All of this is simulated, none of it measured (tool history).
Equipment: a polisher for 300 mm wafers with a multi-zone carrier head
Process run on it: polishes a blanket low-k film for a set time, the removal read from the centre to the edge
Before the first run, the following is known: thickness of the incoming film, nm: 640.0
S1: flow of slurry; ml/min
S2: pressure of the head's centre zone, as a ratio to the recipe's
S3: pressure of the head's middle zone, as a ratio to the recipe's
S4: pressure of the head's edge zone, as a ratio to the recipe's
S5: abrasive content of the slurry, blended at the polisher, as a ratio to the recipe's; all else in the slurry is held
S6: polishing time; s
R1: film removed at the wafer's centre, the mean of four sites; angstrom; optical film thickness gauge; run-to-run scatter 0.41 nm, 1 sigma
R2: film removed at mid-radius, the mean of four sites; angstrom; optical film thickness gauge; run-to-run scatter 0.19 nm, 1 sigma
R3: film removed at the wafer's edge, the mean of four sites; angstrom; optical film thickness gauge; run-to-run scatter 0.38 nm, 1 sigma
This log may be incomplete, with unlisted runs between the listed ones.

{"run": 1, "day": 0.0, "S1": 295, "S2": 1, "S3": 1, "S4": 1, "S5": 1, "S6": 54, "R1": 211.87, "R2": 210.48, "R3": 213.86}
{"run": 2, "day": 0.288, "S1": 295, "S2": 1, "S3": 0.94, "S4": 1, "S5": 1, "S6": 54, "R1": 214.03, "R2": 196.46, "R3": 210.8}
{"run": 3, "day": 0.521, "S1": 295, "S2": 1, "S3": 0.94, "S4": 0.95, "S5": 1, "S6": 54, "R1": 217.26, "R2": 195.62, "R3": 213.33}
{"run": 4, "day": 0.733, "S1": 295, "S2": 1, "S3": 0.94, "S4": 0.98, "S5": 1, "S6": 54, "R1": 209.15, "R2": 199.08, "R3": 207.61}
{"run": 5, "day": 0.854, "S1": 295, "S2": 1, "S3": 0.86, "S4": 0.98, "S5": 1, "S6": 54, "R1": 209.78, "R2": 184.44, "R3": 207.94}
{"run": 6, "day": 1.092, "S1": 295, "S2": 1.01, "S3": 0.89, "S4": 0.98, "S5": 1.05, "S6": 54, "R1": 219.54, "R2": 194.22, "R3": 219.38}
{"run": 7, "day": 1.125, "S1": 300, "S2": 1.03, "S3": 0.93, "S4": 0.98, "S5": 1.1, "S6": 54, "R1": 229.57, "R2": 207.24, "R3": 221.51}
{"run": 8, "day": 1.258, "S1": 300, "S2": 1.04, "S3": 0.95, "S4": 0.98, "S5": 1.15, "S6": 55, "R1": 240.18, "R2": 220.57, "R3": 233.2}
{"run": 9, "day": 1.496, "S1": 300, "S2": 1.04, "S3": 0.95, "S4": 0.98, "S5": 1.15, "S6": 55, "R1": 245.53, "R2": 222.26, "R3": 227.13}
{"run": 10, "day": 1.758, "S1": 295, "S2": 1.04, "S3": 0.95, "S4": 0.98, "S5": 1.2, "S6": 56, "R1": 255.81, "R2": 228, "R3": 246.37}
{"run": 11, "day": 1.788, "S1": 295, "S2": 1.05, "S3": 0.97, "S4": 0.98, "S5": 1.25, "S6": 56, "R1": 254.9, "R2": 240.47, "R3": 239.03}
{"run": 12, "day": 1.971, "S1": 305, "S2": 1.06, "S3": 0.97, "S4": 1, "S5": 1.3, "S6": 56, "R1": 264.32, "R2": 242.49, "R3": 251.27}
{"run": 13, "day": 2.312, "S1": 305, "S2": 1.07, "S3": 0.98, "S4": 1.01, "S5": 1.35, "S6": 56, "R1": 280.13, "R2": 253.13, "R3": 258.13}
{"run": 14, "day": 2.371, "S1": 310, "S2": 1.07, "S3": 1, "S4": 1.02, "S5": 1.35, "S6": 56, "R1": 278.48, "R2": 258.39, "R3": 257.58}

Expected results for the next run?
{"run": 15, "day": 2.596, "S1": 310, "S2": 1.07, "S3": 1, "S4": 1.02, "S5": 1.35, "S6": 56, "R1": "?", "R2": "?", "R3": "?"}

R1: 283.61 angstrom
R2: 257.83 angstrom
R3: 260.09 angstrom
